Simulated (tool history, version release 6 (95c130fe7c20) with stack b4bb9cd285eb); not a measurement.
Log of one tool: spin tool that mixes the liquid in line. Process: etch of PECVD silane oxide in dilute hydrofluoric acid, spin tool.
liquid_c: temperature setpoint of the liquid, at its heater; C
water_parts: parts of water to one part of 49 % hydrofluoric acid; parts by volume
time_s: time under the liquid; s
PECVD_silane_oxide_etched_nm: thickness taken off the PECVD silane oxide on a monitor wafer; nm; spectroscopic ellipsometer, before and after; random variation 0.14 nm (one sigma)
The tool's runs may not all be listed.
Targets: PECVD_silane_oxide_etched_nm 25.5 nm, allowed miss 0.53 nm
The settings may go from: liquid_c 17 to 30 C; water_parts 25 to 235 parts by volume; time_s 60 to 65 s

run	hour	liquid_c	water_parts	time_s	PECVD_silane_oxide_etched_nm
1	0	22	130	60	21.443
2	3.8	20	130	60	19.728
3	12.5	20	130	60	19.825
4	19.3	21.5	130	60	20.898
5	24	21.5	90	60	31.664
6	26.5	25	90	60	36.536
7	33.5	23	90	60	33.885
8	41.3	21.5	90	60	31.675
9	46.4	20.5	90	60	30.212
10	48.9	19.5	90	60	28.922
11	51.2	19	90	60	28.396
12	53.2	17	95	60	24.783
# hour 58.7: hydrofluoric acid flow meter replaced
13	58.7	17.5	95	60	23.523
14	67.5	18	95	60	24.095

Which of these 5 next moves meets every target?
A	76.3	17	95	60	?
B	76.3	19.5	105	60	?
C	76.3	19	100	65	?
D	76.3	18	100	60	?
E	76.3	18.5	95	60	?

move	PECVD_silane_oxide_etched_nm
A	22.926
B	22.777
C	25.519
D	22.595
E	24.418
A: further off than the last run
B: further off than the last run
C: meets every target
D: further off than the last run
E: nearer than the last run, and not there yet
The right move is C.
